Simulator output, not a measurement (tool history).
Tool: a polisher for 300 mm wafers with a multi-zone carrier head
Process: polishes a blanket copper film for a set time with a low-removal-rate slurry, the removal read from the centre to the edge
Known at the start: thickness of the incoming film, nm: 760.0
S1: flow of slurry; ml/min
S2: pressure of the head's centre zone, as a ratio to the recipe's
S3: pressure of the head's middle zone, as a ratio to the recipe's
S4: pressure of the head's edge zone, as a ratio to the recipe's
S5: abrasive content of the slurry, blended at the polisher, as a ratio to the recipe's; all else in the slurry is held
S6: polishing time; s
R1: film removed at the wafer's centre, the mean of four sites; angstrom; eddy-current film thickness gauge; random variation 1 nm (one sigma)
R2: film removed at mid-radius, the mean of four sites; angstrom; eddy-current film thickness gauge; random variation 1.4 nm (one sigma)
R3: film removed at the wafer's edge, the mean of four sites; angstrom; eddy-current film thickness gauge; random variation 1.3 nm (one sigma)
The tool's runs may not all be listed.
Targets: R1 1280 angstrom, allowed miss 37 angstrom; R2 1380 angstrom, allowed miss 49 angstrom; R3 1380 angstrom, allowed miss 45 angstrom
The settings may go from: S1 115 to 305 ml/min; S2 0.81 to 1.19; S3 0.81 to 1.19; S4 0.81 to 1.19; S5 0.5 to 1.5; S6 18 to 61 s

Run 1, hour 0: S1 195 ml/min, S2 1, S3 1, S4 1, S5 1, S6 39 s. Result: R1 1048.7 angstrom, R2 1041.7 angstrom, R3 1029 angstrom.
Run 2, hour 5.8: S1 195 ml/min, S2 1, S3 1, S4 1.04, S5 1, S6 39 s. Result: R1 1056 angstrom, R2 1017.9 angstrom, R3 1021.5 angstrom.
Run 3, hour 12.1: S1 195 ml/min, S2 0.98, S3 1, S4 1.04, S5 1.1, S6 40 s. Result: R1 1110 angstrom, R2 1093.8 angstrom, R3 1106.3 angstrom.
Run 4, hour 14.3: S1 200 ml/min, S2 0.97, S3 1.01, S4 1.05, S5 1.15, S6 40 s. Result: R1 1118.6 angstrom, R2 1115.5 angstrom, R3 1135 angstrom.
Run 5, hour 21.2: S1 200 ml/min, S2 0.97, S3 1.01, S4 1.05, S5 1.15, S6 48 s. Result: R1 1347.3 angstrom, R2 1319.4 angstrom, R3 1348 angstrom.
Run 6, hour 28.4: S1 200 ml/min, S2 0.96, S3 1.02, S4 1.05, S5 1.15, S6 48 s. Result: R1 1317.4 angstrom, R2 1317.2 angstrom, R3 1330.8 angstrom.
Run 7, hour 33.2: S1 205 ml/min, S2 0.92, S3 1.07, S4 1.11, S5 1.25, S6 48 s. Result: R1 1329.5 angstrom, R2 1431.3 angstrom, R3 1422.1 angstrom.
Run 8, hour 35.8: S1 200 ml/min, S2 0.92, S3 1.07, S4 1.11, S5 1.25, S6 48 s. Result: R1 1292 angstrom, R2 1436.5 angstrom, R3 1385.4 angstrom.

5 next moves are on the table. One of them brings every result within its allowed miss. Which?
Run A, hour 38.4: S1 205 ml/min, S2 0.86, S3 1.12, S4 1.11, S5 1.2, S6 48 s. Result: R1 ?, R2 ?, R3 ?.
Run B, hour 38.4: S1 155 ml/min, S2 0.95, S3 1.07, S4 1.13, S5 1, S6 51 s. Result: R1 ?, R2 ?, R3 ?.
Run C, hour 38.4: S1 235 ml/min, S2 0.88, S3 1.16, S4 1.01, S5 1.05, S6 50 s. Result: R1 ?, R2 ?, R3 ?.
Run D, hour 38.4: S1 245 ml/min, S2 0.91, S3 0.98, S4 1.12, S5 1.3, S6 48 s. Result: R1 ?, R2 ?, R3 ?.
Run E, hour 38.4: S1 190 ml/min, S2 0.91, S3 1.17, S4 1.04, S5 1.05, S6 50 s. Result: R1 ?, R2 ?, R3 ?.

move      R1      R2      R3
   A  1223.2  1483.1  1403.9
   B  1269.7  1372.7  1380.5
   C  1271.6  1556.5    1359
   D  1342.6    1386    1471
   E  1266.2  1524.2  1349.2
A: further off than the last run
B: meets every target
C: further off than the last run
D: brings the result that was furthest off to its target, and leaves another outside
E: further off than the last run
Answer: B

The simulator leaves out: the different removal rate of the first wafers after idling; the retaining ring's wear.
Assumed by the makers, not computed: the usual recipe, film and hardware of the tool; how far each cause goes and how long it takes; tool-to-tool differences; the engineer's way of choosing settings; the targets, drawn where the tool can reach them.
